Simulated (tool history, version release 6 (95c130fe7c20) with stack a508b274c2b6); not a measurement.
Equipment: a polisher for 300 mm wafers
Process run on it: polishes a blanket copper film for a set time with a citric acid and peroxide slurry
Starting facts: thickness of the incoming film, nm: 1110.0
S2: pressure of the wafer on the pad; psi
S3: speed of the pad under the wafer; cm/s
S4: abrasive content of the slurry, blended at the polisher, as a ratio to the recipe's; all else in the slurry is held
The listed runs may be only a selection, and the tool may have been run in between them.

Run 1, day 0.000: flow of slurry (ml/min) 305, S2 3.8 psi, S3 124 cm/s, S4 1.0, polishing time (s) 33. Result: film removed (angstrom) 970.48.
Run 2, day 0.104: flow of slurry (ml/min) 235, S2 3.8 psi, S3 124 cm/s, S4 1.0, polishing time (s) 33. Result: film removed (angstrom) 939.89.
Run 3, day 0.454: flow of slurry (ml/min) 265, S2 4.1 psi, S3 124 cm/s, S4 1.0, polishing time (s) 33. Result: film removed (angstrom) 1020.40.
Run 4, day 0.575: flow of slurry (ml/min) 290, S2 4.4 psi, S3 124 cm/s, S4 1.0, polishing time (s) 33. Result: film removed (angstrom) 1103.10.
Run 5, day 0.688: flow of slurry (ml/min) 305, S2 4.6 psi, S3 124 cm/s, S4 1.0, polishing time (s) 33. Result: film removed (angstrom) 1161.20.
Run 6, day 0.812: flow of slurry (ml/min) 320, S2 4.7 psi, S3 124 cm/s, S4 1.0, polishing time (s) 33. Result: film removed (angstrom) 1187.00.
Run 7, day 1.000: flow of slurry (ml/min) 325, S2 4.8 psi, S3 124 cm/s, S4 1.0, polishing time (s) 33. Result: film removed (angstrom) 1220.90.

For run 8, what comes out?
Run 8, day 1.221: flow of slurry (ml/min) 330, S2 4.9 psi, S3 124 cm/s, S4 1.0, polishing time (s) 33. Result: film removed (angstrom) ?.

Run 8 measured film removed (angstrom) 1236.60.

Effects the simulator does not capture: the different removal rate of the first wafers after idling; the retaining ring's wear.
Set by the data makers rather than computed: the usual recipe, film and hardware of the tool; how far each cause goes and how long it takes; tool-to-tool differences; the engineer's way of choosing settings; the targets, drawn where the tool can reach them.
